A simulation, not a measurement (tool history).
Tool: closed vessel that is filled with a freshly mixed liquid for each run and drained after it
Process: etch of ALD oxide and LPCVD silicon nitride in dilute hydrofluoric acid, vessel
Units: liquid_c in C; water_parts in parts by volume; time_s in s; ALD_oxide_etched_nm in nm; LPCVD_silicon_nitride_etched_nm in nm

run  hour  liquid_c  water_parts  time_s  ALD_oxide_etched_nm  LPCVD_silicon_nitride_etched_nm
  1   0.0      21.0           45      60               34.665                          0.53115
  2   7.0      21.0           55      60               27.814                          0.44700
  3  13.7      23.5           50      60               34.091                          0.55454
  4  19.3      20.5           50      60               29.959                          0.41782
  5  22.6      23.0           50      60               33.602                          0.56053
  6  26.3      23.0           50      40               22.040                          0.41638
  7  32.4      24.5           40      40               30.115                          0.48519
  8  35.6      26.0           35      40               36.553                          0.63322
  9  39.6      27.0           35      40               37.949                          0.61465
 10  45.7      29.0           25      40               59.148                          1.12900
 11  46.3      27.5           25      40               55.494                          1.07710

What does the tool deliver on the next run?
 12  50.8      26.0           25      40                    ?                                ?

Run 12 yielded ALD_oxide_etched_nm 52.123 nm, LPCVD_silicon_nitride_etched_nm 0.86894 nm.

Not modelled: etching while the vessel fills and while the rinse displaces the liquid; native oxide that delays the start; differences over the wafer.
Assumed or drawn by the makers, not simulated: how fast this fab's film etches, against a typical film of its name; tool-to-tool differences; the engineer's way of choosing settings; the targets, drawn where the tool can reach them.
